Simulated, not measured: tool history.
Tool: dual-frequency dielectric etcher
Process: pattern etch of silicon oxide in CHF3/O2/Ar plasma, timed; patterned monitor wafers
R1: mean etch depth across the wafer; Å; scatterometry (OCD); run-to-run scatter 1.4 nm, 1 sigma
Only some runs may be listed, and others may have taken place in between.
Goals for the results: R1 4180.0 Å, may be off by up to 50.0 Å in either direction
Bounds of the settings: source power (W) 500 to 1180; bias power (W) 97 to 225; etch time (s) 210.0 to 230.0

run 1 hour=0.0 | source_power_(W)=840 bias_power_(W)=161 etch_time_(s)=230.0 | R1=4703.6
run 2 hour=2.3 | source_power_(W)=760 bias_power_(W)=160 etch_time_(s)=230.0 | R1=4425.6
run 3 hour=3.1 | source_power_(W)=760 bias_power_(W)=160 etch_time_(s)=210.0 | R1=4011.3
run 4 hour=10.6 | source_power_(W)=880 bias_power_(W)=160 etch_time_(s)=210.0 | R1=4376.3
run 5 hour=13.2 | source_power_(W)=940 bias_power_(W)=160 etch_time_(s)=210.0 | R1=4555.7
run 6 hour=19.0 | source_power_(W)=900 bias_power_(W)=159 etch_time_(s)=210.0 | R1=4465.2
run 7 hour=23.0 | source_power_(W)=900 bias_power_(W)=159 etch_time_(s)=210.0 | R1=4435.7
run 8 hour=26.4 | source_power_(W)=870 bias_power_(W)=159 etch_time_(s)=210.0 | R1=4366.7
run 9 hour=28.1 | source_power_(W)=850 bias_power_(W)=159 etch_time_(s)=210.0 | R1=4296.6
run 10 hour=29.2 | source_power_(W)=790 bias_power_(W)=158 etch_time_(s)=210.0 | R1=4110.8

Next run, 4 choices. One meets every target within its allowed miss, the rest don't. Which?
run A hour=30.3 | source_power_(W)=730 bias_power_(W)=183 etch_time_(s)=223.0 | R1=?
run B hour=30.3 | source_power_(W)=750 bias_power_(W)=158 etch_time_(s)=216.0 | R1=?
run C hour=30.3 | source_power_(W)=720 bias_power_(W)=157 etch_time_(s)=227.5 | R1=?
run D hour=30.3 | source_power_(W)=760 bias_power_(W)=155 etch_time_(s)=213.0 | R1=?

move=A R1=4320.1
move=B R1=4081.8
move=C R1=4177.9
move=D R1=4037.8
A: pushes the last run's worst result past its target
B: misses by more than the last run did
C: every result lands within tolerance
D: misses by more than the last run did
So the answer is move C, the one that meets all the targets.
